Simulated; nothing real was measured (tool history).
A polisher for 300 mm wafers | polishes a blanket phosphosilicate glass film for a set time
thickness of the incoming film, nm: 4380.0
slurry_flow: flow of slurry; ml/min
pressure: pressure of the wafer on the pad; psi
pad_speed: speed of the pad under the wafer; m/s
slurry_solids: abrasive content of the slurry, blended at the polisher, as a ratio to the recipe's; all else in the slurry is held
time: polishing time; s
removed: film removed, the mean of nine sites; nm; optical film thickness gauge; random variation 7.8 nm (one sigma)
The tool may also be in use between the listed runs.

{"run": 1, "hour": 0.0, "slurry_flow": 225, "pressure": 4.2, "pad_speed": 1.26, "slurry_solids": 1.0, "time": 32, "removed": 366.55}
{"run": 2, "hour": 1.6, "slurry_flow": 225, "pressure": 4.5, "pad_speed": 1.3, "slurry_solids": 1.0, "time": 32, "removed": 412.69}
{"run": 3, "hour": 9.8, "slurry_flow": 225, "pressure": 4.8, "pad_speed": 1.32, "slurry_solids": 1.0, "time": 32, "removed": 430.51}
{"run": 4, "hour": 13.4, "slurry_flow": 225, "pressure": 5.0, "pad_speed": 1.38, "slurry_solids": 1.0, "time": 32, "removed": 460.45}
{"run": 5, "hour": 16.0, "slurry_flow": 190, "pressure": 5.0, "pad_speed": 1.38, "slurry_solids": 1.0, "time": 32, "removed": 461.03}
{"run": 6, "hour": 20.2, "slurry_flow": 190, "pressure": 5.2, "pad_speed": 1.44, "slurry_solids": 1.0, "time": 32, "removed": 490.58}
{"hour": 24.4, "done": "worn pad replaced by a new one"}
{"run": 7, "hour": 24.4, "slurry_flow": 190, "pressure": 5.4, "pad_speed": 1.5, "slurry_solids": 1.0, "time": 32, "removed": 600.63}
{"run": 8, "hour": 31.6, "slurry_flow": 190, "pressure": 5.6, "pad_speed": 1.5, "slurry_solids": 1.0, "time": 32, "removed": 624.66}
{"run": 9, "hour": 38.5, "slurry_flow": 195, "pressure": 5.7, "pad_speed": 1.5, "slurry_solids": 1.0, "time": 32, "removed": 633.16}

Forecast run 10:
{"run": 10, "hour": 45.5, "slurry_flow": 200, "pressure": 5.8, "pad_speed": 1.5, "slurry_solids": 1.0, "time": 32, "removed": "?"}

{"run 10": {"removed": 651.94}}

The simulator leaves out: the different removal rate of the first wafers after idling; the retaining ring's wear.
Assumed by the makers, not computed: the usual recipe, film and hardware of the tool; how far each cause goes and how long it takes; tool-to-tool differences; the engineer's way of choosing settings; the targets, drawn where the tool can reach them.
